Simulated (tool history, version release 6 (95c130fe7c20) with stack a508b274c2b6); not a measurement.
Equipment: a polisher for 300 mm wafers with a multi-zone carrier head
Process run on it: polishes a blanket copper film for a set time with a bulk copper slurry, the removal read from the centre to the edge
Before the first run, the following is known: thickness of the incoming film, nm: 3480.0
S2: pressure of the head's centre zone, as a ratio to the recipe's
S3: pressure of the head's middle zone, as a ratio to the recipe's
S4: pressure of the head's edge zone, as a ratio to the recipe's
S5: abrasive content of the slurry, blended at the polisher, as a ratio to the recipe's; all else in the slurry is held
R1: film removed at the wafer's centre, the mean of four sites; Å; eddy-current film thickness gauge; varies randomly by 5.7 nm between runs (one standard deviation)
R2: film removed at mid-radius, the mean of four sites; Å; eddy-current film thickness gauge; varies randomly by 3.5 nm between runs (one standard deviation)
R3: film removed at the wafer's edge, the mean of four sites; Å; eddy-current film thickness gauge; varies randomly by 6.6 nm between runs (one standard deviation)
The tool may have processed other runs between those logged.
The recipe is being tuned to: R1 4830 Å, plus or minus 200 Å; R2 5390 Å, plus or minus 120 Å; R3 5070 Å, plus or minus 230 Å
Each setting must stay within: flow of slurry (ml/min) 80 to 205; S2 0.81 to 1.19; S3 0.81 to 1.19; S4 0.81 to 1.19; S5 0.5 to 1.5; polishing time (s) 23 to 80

run 1 hour=0 | flow_of_slurry_(ml/min)=135 S2=1 S3=1 S4=1 S5=1 polishing_time_(s)=51 | R1=4539.8 R2=4531.2 R3=4533.4
run 2 hour=6.2 | flow_of_slurry_(ml/min)=150 S2=0.99 S3=1.03 S4=1.02 S5=1 polishing_time_(s)=51 | R1=4658.1 R2=4792.2 R3=4592.1
run 3 hour=9.8 | flow_of_slurry_(ml/min)=160 S2=0.97 S3=1.04 S4=1.06 S5=1.05 polishing_time_(s)=51 | R1=4622.5 R2=4925.2 R3=4787.7
run 4 hour=17 | flow_of_slurry_(ml/min)=160 S2=0.97 S3=1.04 S4=1.02 S5=1.05 polishing_time_(s)=51 | R1=4556 R2=4894.8 R3=4738.6
run 5 hour=23.9 | flow_of_slurry_(ml/min)=160 S2=0.97 S3=1.07 S4=1.02 S5=1.05 polishing_time_(s)=51 | R1=4664.2 R2=5087.7 R3=4696.7
run 6 hour=28.1 | flow_of_slurry_(ml/min)=160 S2=0.97 S3=1.07 S4=1.02 S5=1.05 polishing_time_(s)=43 | R1=4012.6 R2=4259.3 R3=3880.5
run 7 hour=35.2 | flow_of_slurry_(ml/min)=165 S2=0.97 S3=1.08 S4=1.06 S5=1.2 polishing_time_(s)=45 | R1=4217.8 R2=4670.3 R3=4432.7
run 8 hour=40 | flow_of_slurry_(ml/min)=175 S2=0.99 S3=1.1 S4=1.08 S5=1.3 polishing_time_(s)=45 | R1=4542.8 R2=4938.2 R3=4699.6
run 9 hour=46.5 | flow_of_slurry_(ml/min)=180 S2=0.99 S3=1.12 S4=1.1 S5=1.35 polishing_time_(s)=45 | R1=4432.9 R2=5007 R3=4736.8
run 10 hour=51.4 | flow_of_slurry_(ml/min)=185 S2=1 S3=1.13 S4=1.11 S5=1.4 polishing_time_(s)=45 | R1=4606.6 R2=5143.6 R3=4749.5
run 11 hour=59.7 | flow_of_slurry_(ml/min)=190 S2=1 S3=1.13 S4=1.12 S5=1.45 polishing_time_(s)=45 | R1=4665 R2=5158.7 R3=4801.3
run 12 hour=67.6 | flow_of_slurry_(ml/min)=190 S2=1 S3=1.14 S4=1.14 S5=1.45 polishing_time_(s)=45 | R1=4787.8 R2=5290 R3=4926.5
run 13 hour=74.5 | flow_of_slurry_(ml/min)=190 S2=1 S3=1.14 S4=1.15 S5=1.45 polishing_time_(s)=45 | R1=4602.4 R2=5268.8 R3=4874.1
run 14 hour=78.5 | flow_of_slurry_(ml/min)=190 S2=1.01 S3=1.14 S4=1.16 S5=1.45 polishing_time_(s)=45 | R1=4690.9 R2=5298.1 R3=4870.3
run 15 hour=85.3 | flow_of_slurry_(ml/min)=190 S2=1.01 S3=1.13 S4=1.16 S5=1.45 polishing_time_(s)=45 | R1=4729 R2=5172 R3=4970.3

Below are 5 possible settings for the next run. Only one of them brings all results inside the allowed miss of their targets. Which is it?
run A hour=92.1 | flow_of_slurry_(ml/min)=205 S2=1.06 S3=1.12 S4=1.15 S5=1.45 polishing_time_(s)=44 | R1=? R2=? R3=?
run B hour=92.1 | flow_of_slurry_(ml/min)=150 S2=1 S3=1.13 S4=1.1 S5=1.5 polishing_time_(s)=48 | R1=? R2=? R3=?
run C hour=92.1 | flow_of_slurry_(ml/min)=205 S2=1.04 S3=1.04 S4=1.19 S5=1.5 polishing_time_(s)=46 | R1=? R2=? R3=?
run D hour=92.1 | flow_of_slurry_(ml/min)=190 S2=1.01 S3=1.09 S4=1.18 S5=1.45 polishing_time_(s)=45 | R1=? R2=? R3=?
run E hour=92.1 | flow_of_slurry_(ml/min)=180 S2=1 S3=1.11 S4=1.18 S5=1.5 polishing_time_(s)=44 | R1=? R2=? R3=?

move=A R1=4815.7 R2=5119.9 R3=4784.9
move=B R1=4751.4 R2=5430.8 R3=4981.4
move=C R1=4978.4 R2=5067.6 R3=5141.4
move=D R1=4637.5 R2=5065.8 R3=4925.2
move=E R1=4490.4 R2=5036.6 R3=4829.2
A: its largest miss is bigger than the last run's
B: each result inside its tolerance
C: its largest miss is bigger than the last run's
D: its largest miss is bigger than the last run's
E: its largest miss is bigger than the last run's
The right move is B.
